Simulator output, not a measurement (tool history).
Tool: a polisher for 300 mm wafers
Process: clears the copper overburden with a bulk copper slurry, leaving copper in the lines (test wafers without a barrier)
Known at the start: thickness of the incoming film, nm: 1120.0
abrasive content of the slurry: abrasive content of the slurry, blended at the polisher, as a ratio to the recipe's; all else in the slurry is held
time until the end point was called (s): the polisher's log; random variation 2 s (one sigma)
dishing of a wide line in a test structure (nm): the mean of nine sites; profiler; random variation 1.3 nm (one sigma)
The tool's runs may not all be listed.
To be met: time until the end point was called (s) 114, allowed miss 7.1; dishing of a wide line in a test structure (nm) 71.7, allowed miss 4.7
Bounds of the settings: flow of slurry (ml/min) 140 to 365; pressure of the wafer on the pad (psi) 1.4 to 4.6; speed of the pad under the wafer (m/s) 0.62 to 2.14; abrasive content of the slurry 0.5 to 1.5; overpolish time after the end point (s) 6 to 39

run	hour	flow of slurry (ml/min)	pressure of the wafer on the pad (psi)	speed of the pad under the wafer (m/s)	abrasive content of the slurry	overpolish time after the end point (s)	time until the end point was called (s)	dishing of a wide line in a test structure (nm)
1	0	235	3	1.38	1	20	72.505	101.11
2	4.6	235	3.6	1.38	1	20	63.454	115.87
3	6.9	235	3.6	1.38	1	23	61.216	114.3
4	10.7	235	3.1	1.4	1	20	66.092	106.16
5	18.1	235	3.1	1.4	0.8	20	74.267	103.79
6	18.8	235	2.7	1.38	0.8	18	84.023	89.721
7	24	235	2.5	1.36	0.8	18	92.149	89.405
8	31.7	235	2.3	1.36	0.8	16	96.892	80.462
9	39.2	235	2.2	1.36	0.8	16	103.2	80.149
10	43.1	235	2.1	1.36	0.8	15	106.77	72.168

5 next moves are on the table. One of them brings every result within its allowed miss. Which?
A	47	235	2.4	1.3	0.95	12	?	?
B	47	220	2.3	1.26	0.6	15	?	?
C	47	310	2.1	1.58	0.5	13	?	?
D	47	200	1.8	1.64	0.9	15	?	?
E	47	245	2.2	1.38	0.85	14	?	?

move	time until the end point was called (s)	dishing of a wide line in a test structure (nm)
A	97.358	71.645
B	115.65	73.344
C	100.61	72.194
D	103.42	74.779
E	101.18	75.5
A: further off than the last run
B: meets every target
C: further off than the last run
D: further off than the last run
E: further off than the last run
The right move is B.
